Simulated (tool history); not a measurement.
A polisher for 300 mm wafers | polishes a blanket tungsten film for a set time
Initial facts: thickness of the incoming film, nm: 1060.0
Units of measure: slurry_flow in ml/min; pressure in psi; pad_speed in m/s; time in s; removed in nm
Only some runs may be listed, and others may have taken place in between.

run 1 hour=0 | slurry_flow=250 pressure=3.6 pad_speed=1.06 slurry_solids=1 time=50 | removed=261.58
run 2 hour=0.8 | slurry_flow=250 pressure=3.5 pad_speed=1.06 slurry_solids=1 time=50 | removed=256.48
run 3 hour=5.2 | slurry_flow=250 pressure=3.4 pad_speed=1.06 slurry_solids=1 time=50 | removed=250.51
run 4 hour=9.2 | slurry_flow=250 pressure=3.4 pad_speed=1.06 slurry_solids=1 time=45 | removed=224.4
run 5 hour=17.8 | slurry_flow=250 pressure=3.3 pad_speed=1.06 slurry_solids=1 time=45 | removed=219.65
run 6 hour=20.8 | slurry_flow=215 pressure=3.3 pad_speed=1.06 slurry_solids=1 time=45 | removed=220.37
run 7 hour=21.5 | slurry_flow=215 pressure=3.2 pad_speed=1.06 slurry_solids=1 time=45 | removed=209.69
run 8 hour=23.2 | slurry_flow=215 pressure=3 pad_speed=1.06 slurry_solids=1 time=45 | removed=196.62

Predict the results of run 9:
run 9 hour=31.1 | slurry_flow=215 pressure=2.9 pad_speed=1.06 slurry_solids=1 time=45 | removed=?

{"run 9": {"removed": 201.85}}

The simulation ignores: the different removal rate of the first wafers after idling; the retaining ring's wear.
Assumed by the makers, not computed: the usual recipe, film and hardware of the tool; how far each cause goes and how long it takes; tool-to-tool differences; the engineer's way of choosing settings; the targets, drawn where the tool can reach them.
